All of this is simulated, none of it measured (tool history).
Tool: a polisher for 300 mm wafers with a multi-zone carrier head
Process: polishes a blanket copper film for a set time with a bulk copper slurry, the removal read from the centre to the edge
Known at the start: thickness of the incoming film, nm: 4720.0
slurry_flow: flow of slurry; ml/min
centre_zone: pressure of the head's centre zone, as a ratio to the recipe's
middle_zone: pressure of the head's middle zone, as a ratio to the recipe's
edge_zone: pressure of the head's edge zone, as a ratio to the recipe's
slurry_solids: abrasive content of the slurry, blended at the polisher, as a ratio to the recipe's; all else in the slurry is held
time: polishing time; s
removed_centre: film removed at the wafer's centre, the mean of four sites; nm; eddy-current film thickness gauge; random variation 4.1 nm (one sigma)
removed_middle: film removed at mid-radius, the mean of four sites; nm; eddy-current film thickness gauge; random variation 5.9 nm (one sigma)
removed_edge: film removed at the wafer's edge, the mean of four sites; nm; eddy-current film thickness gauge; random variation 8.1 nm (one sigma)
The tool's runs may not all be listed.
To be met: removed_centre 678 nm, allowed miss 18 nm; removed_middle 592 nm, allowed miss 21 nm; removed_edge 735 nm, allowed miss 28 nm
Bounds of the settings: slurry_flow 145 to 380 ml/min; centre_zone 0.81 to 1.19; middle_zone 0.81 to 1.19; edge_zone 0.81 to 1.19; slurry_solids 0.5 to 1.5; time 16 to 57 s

{"run": 1, "hour": 0.0, "slurry_flow": 245, "centre_zone": 1, "middle_zone": 1, "edge_zone": 1, "slurry_solids": 1, "time": 36, "removed_centre": 508.41, "removed_middle": 503.75, "removed_edge": 518.83}
{"run": 2, "hour": 3.2, "slurry_flow": 245, "centre_zone": 1.01, "middle_zone": 0.98, "edge_zone": 1.03, "slurry_solids": 1.1, "time": 37, "removed_centre": 539.92, "removed_middle": 507.2, "removed_edge": 544.65}
{"run": 3, "hour": 3.8, "slurry_flow": 215, "centre_zone": 1.01, "middle_zone": 0.98, "edge_zone": 1.03, "slurry_solids": 1.1, "time": 37, "removed_centre": 533.45, "removed_middle": 501.83, "removed_edge": 533.82}
{"run": 4, "hour": 4.9, "slurry_flow": 190, "centre_zone": 1.01, "middle_zone": 0.98, "edge_zone": 1.03, "slurry_solids": 1.1, "time": 37, "removed_centre": 520.35, "removed_middle": 493.67, "removed_edge": 529.03}
{"run": 5, "hour": 8.9, "slurry_flow": 200, "centre_zone": 1, "middle_zone": 0.97, "edge_zone": 1.06, "slurry_solids": 1.15, "time": 38, "removed_centre": 529.62, "removed_middle": 506.38, "removed_edge": 567.09}
{"run": 6, "hour": 16.5, "slurry_flow": 215, "centre_zone": 1.01, "middle_zone": 0.97, "edge_zone": 1.08, "slurry_solids": 1.2, "time": 38, "removed_centre": 551.72, "removed_middle": 524.06, "removed_edge": 586.86}
{"run": 7, "hour": 20.3, "slurry_flow": 215, "centre_zone": 1.01, "middle_zone": 0.97, "edge_zone": 1.08, "slurry_solids": 1.2, "time": 38, "removed_centre": 553.62, "removed_middle": 522.08, "removed_edge": 579.95}
{"run": 8, "hour": 26.6, "slurry_flow": 225, "centre_zone": 1.01, "middle_zone": 0.96, "edge_zone": 1.1, "slurry_solids": 1.25, "time": 38, "removed_centre": 556.43, "removed_middle": 520.34, "removed_edge": 588.35}

Which of these 5 next moves meets every target?
{"run": "A", "hour": 32.9, "slurry_flow": 245, "centre_zone": 1.01, "middle_zone": 0.87, "edge_zone": 1.12, "slurry_solids": 1.25, "time": 46, "removed_centre": "?", "removed_middle": "?", "removed_edge": "?"}
{"run": "B", "hour": 32.9, "slurry_flow": 200, "centre_zone": 0.84, "middle_zone": 0.81, "edge_zone": 1.19, "slurry_solids": 1.35, "time": 39, "removed_centre": "?", "removed_middle": "?", "removed_edge": "?"}
{"run": "C", "hour": 32.9, "slurry_flow": 145, "centre_zone": 0.86, "middle_zone": 1.03, "edge_zone": 1.18, "slurry_solids": 1.35, "time": 41, "removed_centre": "?", "removed_middle": "?", "removed_edge": "?"}
{"run": "D", "hour": 32.9, "slurry_flow": 280, "centre_zone": 0.92, "middle_zone": 1.14, "edge_zone": 0.88, "slurry_solids": 1.35, "time": 36, "removed_centre": "?", "removed_middle": "?", "removed_edge": "?"}
{"run": "E", "hour": 32.9, "slurry_flow": 325, "centre_zone": 0.96, "middle_zone": 1.15, "edge_zone": 0.96, "slurry_solids": 1.3, "time": 29, "removed_centre": "?", "removed_middle": "?", "removed_edge": "?"}

move=A removed_centre=691.63 removed_middle=590.69 removed_edge=724.26
move=B removed_centre=500.27 removed_middle=465.87 removed_edge=629.43
move=C removed_centre=502.65 removed_middle=564.81 removed_edge=630.02
move=D removed_centre=519.94 removed_middle=597.75 removed_edge=515.41
move=E removed_centre=437.04 removed_middle=489.01 removed_edge=434.27
A: meets every target
B: further off than the last run
C: further off than the last run
D: further off than the last run
E: further off than the last run
Answer: A

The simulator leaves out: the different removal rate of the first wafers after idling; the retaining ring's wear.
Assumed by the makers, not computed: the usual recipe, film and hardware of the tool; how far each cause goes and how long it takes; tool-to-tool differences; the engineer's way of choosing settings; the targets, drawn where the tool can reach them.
